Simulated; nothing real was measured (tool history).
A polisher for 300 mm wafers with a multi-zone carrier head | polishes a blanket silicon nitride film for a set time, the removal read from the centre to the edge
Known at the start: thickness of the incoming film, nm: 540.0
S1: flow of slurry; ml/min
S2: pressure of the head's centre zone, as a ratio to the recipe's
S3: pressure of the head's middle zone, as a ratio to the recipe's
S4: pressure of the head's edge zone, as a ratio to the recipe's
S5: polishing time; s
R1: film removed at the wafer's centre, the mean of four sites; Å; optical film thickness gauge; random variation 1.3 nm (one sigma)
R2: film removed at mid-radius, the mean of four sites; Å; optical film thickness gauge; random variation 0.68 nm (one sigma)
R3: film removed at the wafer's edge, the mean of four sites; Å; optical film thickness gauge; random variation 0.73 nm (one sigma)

run 1 day=0 | S1=245 S2=1 S3=1 S4=1 S5=85 | R1=1346.7 R2=1330.9 R3=1368.2
run 2 day=0.079 | S1=245 S2=1 S3=1 S4=1 S5=99 | R1=1496.2 R2=1558.3 R3=1601
run 3 day=0.354 | S1=240 S2=1 S3=0.98 S4=0.98 S5=90 | R1=1340.2 R2=1389 R3=1412.6
run 4 day=0.442 | S1=240 S2=1 S3=0.98 S4=0.98 S5=101 | R1=1575.6 R2=1542.3 R3=1617.3
-- day=0.792 slurry nozzle cleaned
run 5 day=0.792 | S1=240 S2=1 S3=0.98 S4=0.98 S5=115 | R1=1919.4 R2=1906.3 R3=1913.5
run 6 day=1.1 | S1=180 S2=1 S3=0.98 S4=0.98 S5=115 | R1=1812.2 R2=1858 R3=1879.8
run 7 day=1.196 | S1=185 S2=1.02 S3=0.96 S4=0.96 S5=104 | R1=1718.9 R2=1628.2 R3=1691.2

The next listed run, before its measurement:
run 8 day=1.221 | S1=185 S2=1.02 S3=0.95 S4=0.94 S5=93 | R1=? R2=? R3=?

Run 8 gave R1 1560.6 Å, R2 1431.8 Å, R3 1488.1 Å.

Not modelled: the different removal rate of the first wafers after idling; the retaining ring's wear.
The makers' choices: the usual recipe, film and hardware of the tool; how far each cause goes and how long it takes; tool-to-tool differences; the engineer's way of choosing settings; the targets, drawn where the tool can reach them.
